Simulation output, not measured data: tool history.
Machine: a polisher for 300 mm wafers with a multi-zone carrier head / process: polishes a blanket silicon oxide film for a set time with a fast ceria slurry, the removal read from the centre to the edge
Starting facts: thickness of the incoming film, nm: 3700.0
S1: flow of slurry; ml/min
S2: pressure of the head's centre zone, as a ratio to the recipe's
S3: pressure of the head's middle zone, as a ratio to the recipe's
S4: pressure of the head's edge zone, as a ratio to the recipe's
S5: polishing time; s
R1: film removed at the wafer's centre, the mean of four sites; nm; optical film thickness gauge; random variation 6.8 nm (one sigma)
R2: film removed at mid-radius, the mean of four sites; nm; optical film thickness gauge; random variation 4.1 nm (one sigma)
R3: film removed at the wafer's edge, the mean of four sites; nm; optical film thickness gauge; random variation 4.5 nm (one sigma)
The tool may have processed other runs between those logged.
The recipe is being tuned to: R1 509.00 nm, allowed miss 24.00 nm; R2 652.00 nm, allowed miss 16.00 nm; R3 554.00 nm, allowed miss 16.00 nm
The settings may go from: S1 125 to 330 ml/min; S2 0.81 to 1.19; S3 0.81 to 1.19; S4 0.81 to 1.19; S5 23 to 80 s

| run | day | S1 | S2 | S3 | S4 | S5 | R1 | R2 | R3 |
|---|---|---|---|---|---|---|---|---|---|
| 1 | 0.000 | 210 | 1.00 | 1.00 | 1.00 | 51 | 647.64 | 648.65 | 647.79 |
| 2 | 0.346 | 200 | 0.96 | 1.02 | 0.96 | 50 | 607.49 | 634.97 | 615.58 |
| 3 | 0.400 | 190 | 0.92 | 1.05 | 0.93 | 50 | 553.78 | 650.13 | 602.21 |
| 4 | 0.733 | 190 | 0.92 | 1.08 | 0.93 | 50 | 565.21 | 661.50 | 606.90 |
| 5 | 0.779 | 190 | 0.92 | 1.08 | 0.98 | 50 | 586.26 | 674.40 | 610.69 |
| 6 | 0.888 | 180 | 0.91 | 1.09 | 0.96 | 49 | 536.65 | 655.44 | 592.27 |
| 7 | 1.175 | 180 | 0.91 | 1.10 | 0.94 | 49 | 561.04 | 650.22 | 591.49 |
| 8 | 1.446 | 180 | 0.91 | 1.10 | 0.94 | 49 | 546.33 | 654.80 | 599.04 |
| 9 | 1.492 | 205 | 0.90 | 1.10 | 0.92 | 48 | 535.21 | 661.13 | 582.84 |
| 10 | 1.517 | 205 | 0.90 | 1.11 | 0.90 | 48 | 546.12 | 660.78 | 573.04 |

Exercise: of the 4 proposed moves below, exactly one satisfies all targets within the stated allowed misses. Which move is it?
| A | 1.542 | 190 | 0.81 | 1.11 | 0.93 | 50 | ? | ? | ? |
| B | 1.542 | 175 | 0.93 | 1.19 | 0.93 | 48 | ? | ? | ? |
| C | 1.542 | 185 | 0.88 | 1.11 | 0.86 | 48 | ? | ? | ? |
| D | 1.542 | 235 | 0.99 | 1.13 | 0.89 | 45 | ? | ? | ? |

| move | R1 | R2 | R3 |
|---|---|---|---|
| A | 501.54 | 684.51 | 600.83 |
| B | 544.72 | 687.14 | 570.00 |
| C | 520.78 | 653.93 | 554.63 |
| D | 572.85 | 645.31 | 542.53 |
A: the worst result of the last run now meets its target, but another is out of spec
B: moves away from the targets compared with the last run
C: hits every target within its allowed miss
D: moves away from the targets compared with the last run
So the answer is move C, the one that meets all the targets.
